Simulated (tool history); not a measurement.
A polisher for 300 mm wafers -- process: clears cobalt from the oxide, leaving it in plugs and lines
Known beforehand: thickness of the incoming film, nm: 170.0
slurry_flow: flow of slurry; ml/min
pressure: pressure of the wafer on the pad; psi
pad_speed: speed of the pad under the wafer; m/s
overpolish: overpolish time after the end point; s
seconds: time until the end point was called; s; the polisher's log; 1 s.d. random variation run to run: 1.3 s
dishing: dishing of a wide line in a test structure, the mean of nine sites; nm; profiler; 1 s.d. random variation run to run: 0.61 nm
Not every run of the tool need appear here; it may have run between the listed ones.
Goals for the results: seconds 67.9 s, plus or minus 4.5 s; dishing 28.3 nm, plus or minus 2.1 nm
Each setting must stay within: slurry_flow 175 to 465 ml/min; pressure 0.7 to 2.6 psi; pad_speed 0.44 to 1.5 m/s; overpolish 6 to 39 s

run  hour  slurry_flow  pressure  pad_speed  overpolish  seconds  dishing
  1     0          295       1.6       0.96          20   50.758   38.202
  2   4.7          295       1.5       0.96          19    50.41   37.323
  3     7          295       1.5       0.96          26   52.281   42.716
  4   9.8          295       1.5       0.96          22   51.606    39.35
  5  10.5          295       1.4       0.96          21   55.832    37.14
  6    11          295       1.4       1.18          21    45.68   42.572
  7  11.8          295       1.3       1.16          20   49.108    38.54
  8  19.1          295       1.2       1.16          19   53.529   37.223
  9  25.9          295       1.2       1.16          18   51.949   36.352
 10  28.7          295       0.7       1.12          13    83.72   21.014
 11  31.2          295       0.7       1.12          14   82.531   22.334
 12  31.9          295         1       1.14          20   61.514    35.16
 13  35.4          295         1       1.14          19   62.224   34.619
 14  43.3          295       0.9       1.14          11   65.478   22.205

Next run, 5 choices. One meets every target within its allowed miss, the rest don't. Which?
  A  51.2          240       0.9       1.22          20        ?        ?
  B  51.2          270       1.2       0.98           9        ?        ?
  C  51.2          265         1       1.02          17        ?        ?
  D  51.2          305       0.8        1.3          11        ?        ?
  E  51.2          335       0.7       1.32          13        ?        ?

move  seconds  dishing
   A   66.278   33.506
   B   64.345   19.491
   C   71.973   28.704
   D   67.023   22.081
   E   72.567     23.6
A: pushes the last run's worst result past its target
B: lands further from the targets than the last run did
C: each result inside its tolerance
D: about as far from the targets as the last run
E: nearer than the last run, and not there yet
Correct choice: C, which meets every target
